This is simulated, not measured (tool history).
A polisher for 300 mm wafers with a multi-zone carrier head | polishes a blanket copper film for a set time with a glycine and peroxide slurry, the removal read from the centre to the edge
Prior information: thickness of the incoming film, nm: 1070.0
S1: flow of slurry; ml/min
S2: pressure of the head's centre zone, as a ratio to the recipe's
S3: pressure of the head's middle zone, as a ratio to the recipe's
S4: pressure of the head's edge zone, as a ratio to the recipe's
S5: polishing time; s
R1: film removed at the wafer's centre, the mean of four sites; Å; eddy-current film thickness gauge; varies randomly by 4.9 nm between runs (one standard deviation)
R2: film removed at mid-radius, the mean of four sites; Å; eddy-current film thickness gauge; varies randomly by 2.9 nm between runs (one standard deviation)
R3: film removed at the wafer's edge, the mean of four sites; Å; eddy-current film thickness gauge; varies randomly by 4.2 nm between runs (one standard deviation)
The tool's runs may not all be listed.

run	hour	S1	S2	S3	S4	S5	R1	R2	R3
1	0	230	1	1	1	62	3348.8	3365.8	3409.3
2	8.5	250	1	1.05	0.97	62	3408.4	3491.1	3352.2
3	16.3	250	0.93	1.05	0.97	62	3254.3	3536.6	3372
4	21.3	260	0.93	1.09	0.95	62	3189.9	3712.3	3369.6
5	28.1	275	0.95	1.11	0.92	62	3253.1	3786.8	3268.6
6	31.7	275	0.87	1.11	0.92	62	2933.1	3734.2	3283.1

Estimate the outcome of run 7 from the log above:
7	37.4	280	0.91	1.12	0.91	62	?	?	?

R1: 3121.8 Å
R2: 3747.7 Å
R3: 3248.9 Å
